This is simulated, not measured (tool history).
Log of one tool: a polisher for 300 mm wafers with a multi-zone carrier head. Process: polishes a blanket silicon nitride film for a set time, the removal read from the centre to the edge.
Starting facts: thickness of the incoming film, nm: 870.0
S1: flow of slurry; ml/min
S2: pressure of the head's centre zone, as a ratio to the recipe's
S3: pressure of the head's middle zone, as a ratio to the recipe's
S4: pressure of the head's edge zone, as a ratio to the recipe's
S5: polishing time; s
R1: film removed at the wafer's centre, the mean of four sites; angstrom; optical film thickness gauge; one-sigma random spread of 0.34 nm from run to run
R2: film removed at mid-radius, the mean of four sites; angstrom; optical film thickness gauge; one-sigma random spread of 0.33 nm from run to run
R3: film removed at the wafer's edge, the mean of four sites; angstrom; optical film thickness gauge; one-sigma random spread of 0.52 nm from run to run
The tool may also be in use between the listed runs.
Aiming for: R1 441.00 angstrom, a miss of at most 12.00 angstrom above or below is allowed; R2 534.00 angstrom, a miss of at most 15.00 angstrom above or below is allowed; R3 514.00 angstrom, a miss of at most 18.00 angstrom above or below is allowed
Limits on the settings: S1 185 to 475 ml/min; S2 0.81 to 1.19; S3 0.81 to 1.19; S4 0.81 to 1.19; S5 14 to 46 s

Run 1, hour 0.0: S1 305 ml/min, S2 1.00, S3 1.00, S4 1.00, S5 30 s. Result: R1 664.36 angstrom, R2 662.72 angstrom, R3 640.16 angstrom.
Run 2, hour 4.2: S1 305 ml/min, S2 1.00, S3 1.00, S4 1.08, S5 30 s. Result: R1 662.52 angstrom, R2 666.18 angstrom, R3 669.01 angstrom.
Run 3, hour 5.2: S1 235 ml/min, S2 1.00, S3 1.00, S4 1.08, S5 30 s. Result: R1 654.57 angstrom, R2 647.97 angstrom, R3 674.14 angstrom.
Run 4, hour 10.1: S1 185 ml/min, S2 1.00, S3 1.00, S4 1.08, S5 30 s. Result: R1 636.96 angstrom, R2 635.49 angstrom, R3 647.84 angstrom.
Run 5, hour 17.2: S1 185 ml/min, S2 1.00, S3 1.00, S4 1.00, S5 30 s. Result: R1 630.49 angstrom, R2 628.08 angstrom, R3 624.69 angstrom.
Run 6, hour 23.0: S1 185 ml/min, S2 1.00, S3 1.00, S4 1.00, S5 30 s. Result: R1 617.99 angstrom, R2 640.54 angstrom, R3 633.58 angstrom.
Run 7, hour 24.3: S1 195 ml/min, S2 0.96, S3 0.99, S4 0.97, S5 29 s. Result: R1 586.93 angstrom, R2 609.66 angstrom, R3 606.60 angstrom.
Run 8, hour 28.0: S1 195 ml/min, S2 0.92, S3 1.00, S4 0.95, S5 28 s. Result: R1 543.78 angstrom, R2 604.22 angstrom, R3 576.02 angstrom.
Run 9, hour 33.8: S1 190 ml/min, S2 0.89, S3 0.99, S4 0.95, S5 27 s. Result: R1 504.59 angstrom, R2 568.39 angstrom, R3 556.68 angstrom.
Run 10, hour 41.8: S1 190 ml/min, S2 0.81, S3 1.00, S4 0.88, S5 25 s. Result: R1 427.15 angstrom, R2 536.33 angstrom, R3 490.91 angstrom.
Run 11, hour 42.4: S1 195 ml/min, S2 0.81, S3 1.00, S4 0.90, S5 25 s. Result: R1 429.96 angstrom, R2 529.91 angstrom, R3 488.02 angstrom.
Run 12, hour 50.1: S1 190 ml/min, S2 0.81, S3 1.00, S4 0.92, S5 25 s. Result: R1 430.44 angstrom, R2 533.01 angstrom, R3 506.88 angstrom.
Run 13, hour 58.5: S1 195 ml/min, S2 0.81, S3 1.00, S4 0.92, S5 25 s. Result: R1 426.22 angstrom, R2 530.39 angstrom, R3 510.62 angstrom.

Next run, 5 choices. One meets every target within its allowed miss, the rest don't. Which?
Run A, hour 66.9: S1 190 ml/min, S2 0.85, S3 1.06, S4 0.92, S5 25 s. Result: R1 ?, R2 ?, R3 ?.
Run B, hour 66.9: S1 205 ml/min, S2 0.81, S3 1.05, S4 0.91, S5 24 s. Result: R1 ?, R2 ?, R3 ?.
Run C, hour 66.9: S1 185 ml/min, S2 0.81, S3 1.04, S4 0.98, S5 24 s. Result: R1 ?, R2 ?, R3 ?.
Run D, hour 66.9: S1 185 ml/min, S2 0.81, S3 0.96, S4 0.88, S5 26 s. Result: R1 ?, R2 ?, R3 ?.
Run E, hour 66.9: S1 185 ml/min, S2 0.81, S3 1.06, S4 0.99, S5 24 s. Result: R1 ?, R2 ?, R3 ?.

move      R1      R2      R3
   A  444.46  558.64  491.90
   B  410.29  536.71  472.95
   C  404.95  526.10  485.48
   D  438.45  532.78  500.76
   E  405.01  534.69  487.73
A: the furthest-off result lands on target, but another misses its tolerance
B: its largest miss is bigger than the last run's
C: its largest miss is bigger than the last run's
D: hits every target within its allowed miss
E: its largest miss is bigger than the last run's
D is the move that brings every result within its allowed miss.

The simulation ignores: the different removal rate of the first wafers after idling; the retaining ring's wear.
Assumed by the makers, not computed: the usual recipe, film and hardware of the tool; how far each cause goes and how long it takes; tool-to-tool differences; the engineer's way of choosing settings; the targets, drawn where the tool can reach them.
